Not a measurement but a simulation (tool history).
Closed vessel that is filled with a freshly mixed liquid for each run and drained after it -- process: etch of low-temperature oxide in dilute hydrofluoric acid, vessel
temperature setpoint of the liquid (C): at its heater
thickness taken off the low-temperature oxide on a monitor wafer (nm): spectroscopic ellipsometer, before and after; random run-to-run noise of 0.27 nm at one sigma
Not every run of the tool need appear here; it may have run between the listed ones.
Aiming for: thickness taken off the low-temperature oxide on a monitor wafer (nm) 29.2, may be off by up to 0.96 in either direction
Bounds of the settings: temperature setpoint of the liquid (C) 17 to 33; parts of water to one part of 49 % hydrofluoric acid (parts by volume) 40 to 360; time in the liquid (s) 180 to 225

run    day  temperature setpoint of the liquid (C)  parts of water to one part of 49 % hydrofluoric acid (parts by volume)  time in the liquid (s)  thickness taken off the low-temperature oxide on a monitor wafer (nm)
  1      0                                      25                                                                     200                     225                                                                 16.697
  2    0.3                                      26                                                                     195                     225                                                                 18.097
  3  0.329                                    23.5                                                                     195                     225                                                                 16.366
  4  0.396                                    23.5                                                                     195                     225                                                                 16.337
  5  0.688                                    23.5                                                                     225                     225                                                                 14.103
  6  0.729                                    23.5                                                                     290                     225                                                                  9.911
  7  1.071                                    24.5                                                                     275                     225                                                                 10.977
  8   1.25                                    24.5                                                                     275                     225                                                                 11.237
  9  1.471                                    25.5                                                                     260                     225                                                                 12.353
 10   1.55                                      26                                                                     245                     225                                                                 13.603
 11  1.812                                    26.5                                                                     235                     225                                                                 14.533
 12  1.888                                      27                                                                     225                     225                                                                  15.71
 13  1.912                                    27.5                                                                     215                     225                                                                 16.779
 14  2.142                                    31.5                                                                     135                     225                                                                 34.172
 15  2.304                                      31                                                                     135                     225                                                                 33.503
 16  2.362                                      27                                                                     140                     225                                                                  27.54

4 next moves are on the table. One of them brings every result within its allowed miss. Which?
  A  2.421                                    24.5                                                                     130                     225                                                                      ?
  B  2.421                                    25.5                                                                     145                     225                                                                      ?
  C  2.421                                    31.5                                                                     170                     225                                                                      ?
  D  2.421                                    28.5                                                                     130                     205                                                                      ?

move  thickness taken off the low-temperature oxide on a monitor wafer (nm)
   A                                                                 27.145
   B                                                                 24.837
   C                                                                 25.526
   D                                                                 28.773
A: the biggest miss grows against the last run
B: the biggest miss grows against the last run
C: the biggest miss grows against the last run
D: hits every target within its allowed miss
The right move is D.
